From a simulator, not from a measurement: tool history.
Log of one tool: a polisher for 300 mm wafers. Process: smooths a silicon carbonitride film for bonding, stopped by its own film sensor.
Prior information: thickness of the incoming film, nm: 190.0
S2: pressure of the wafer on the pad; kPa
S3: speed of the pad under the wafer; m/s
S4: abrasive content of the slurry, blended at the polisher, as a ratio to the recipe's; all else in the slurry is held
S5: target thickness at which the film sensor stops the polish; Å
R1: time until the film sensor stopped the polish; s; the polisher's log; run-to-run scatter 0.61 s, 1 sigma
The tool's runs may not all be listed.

Run 1, hour 0: flow of slurry (ml/min) 160, S2 13.1 kPa, S3 0.8 m/s, S4 1, S5 1810 Å. Result: R1 50.823 s.
Run 2, hour 5.9: flow of slurry (ml/min) 160, S2 10.3 kPa, S3 0.8 m/s, S4 1, S5 1810 Å. Result: R1 62.107 s.
Run 3, hour 11.7: flow of slurry (ml/min) 160, S2 10.3 kPa, S3 0.6 m/s, S4 1, S5 1810 Å. Result: R1 72.473 s.
Run 4, hour 18.1: flow of slurry (ml/min) 160, S2 13.1 kPa, S3 0.6 m/s, S4 1, S5 1810 Å. Result: R1 58.901 s.
Run 5, hour 25.4: flow of slurry (ml/min) 180, S2 13.1 kPa, S3 0.6 m/s, S4 1, S5 1810 Å. Result: R1 58.228 s.
Run 6, hour 29.7: flow of slurry (ml/min) 175, S2 12.4 kPa, S3 0.6 m/s, S4 1, S5 1810 Å. Result: R1 60.831 s.

What will run 7 give?
Run 7, hour 37.5: flow of slurry (ml/min) 165, S2 11.7 kPa, S3 0.6 m/s, S4 1, S5 1810 Å. Result: R1 ?.

R1: 65.718 s
